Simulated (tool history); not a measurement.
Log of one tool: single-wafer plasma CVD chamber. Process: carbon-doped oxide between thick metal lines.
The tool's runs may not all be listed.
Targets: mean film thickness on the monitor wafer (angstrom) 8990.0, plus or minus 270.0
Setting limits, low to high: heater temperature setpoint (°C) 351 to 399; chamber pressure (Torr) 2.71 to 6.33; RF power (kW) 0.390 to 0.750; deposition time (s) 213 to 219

run  hour  heater temperature setpoint (°C)  chamber pressure (Torr)  RF power (kW)  deposition time (s)  mean film thickness on the monitor wafer (angstrom)
  1   0.0                               375                     4.52          0.570                  213                                              10545.0
  2   6.9                               375                     4.52          0.570                  213                                              10565.0
  3   8.4                               376                     4.40          0.545                  213                                              10218.0
  4  14.1                               376                     4.40          0.615                  213                                              11096.0
  5  20.7                               377                     4.31          0.580                  213                                              10637.0
  6  28.8                               377                     4.31          0.580                  213                                              10660.0
  7  31.8                               377                     4.28          0.550                  213                                              10176.0
  8  33.5                               377                     4.19          0.535                  213                                              10039.0
  9  37.9                               377                     4.15          0.515                  213                                               9713.1
 10  41.7                               377                     4.10          0.505                  213                                               9558.2
 11  50.0                               377                     4.05          0.495                  213                                               9467.6
 12  55.0                               377                     4.02          0.485                  213                                               9321.8

Which of these 5 next moves meets every target?
  A  60.0                               369                     4.89          0.445                  213                                                    ?
  B  60.0                               372                     3.93          0.535                  217                                                    ?
  C  60.0                               372                     4.17          0.475                  219                                                    ?
  D  60.0                               381                     4.99          0.500                  213                                                    ?
  E  60.0                               384                     3.56          0.535                  219                                                    ?

move  mean film thickness on the monitor wafer (angstrom)
   A                                               9178.3
   B                                              10300.0
   C                                               9645.9
   D                                               9853.8
   E                                              10047.0
A: hits every target within its allowed miss
B: its largest miss is bigger than the last run's
C: its largest miss is bigger than the last run's
D: its largest miss is bigger than the last run's
E: its largest miss is bigger than the last run's
Answer: A
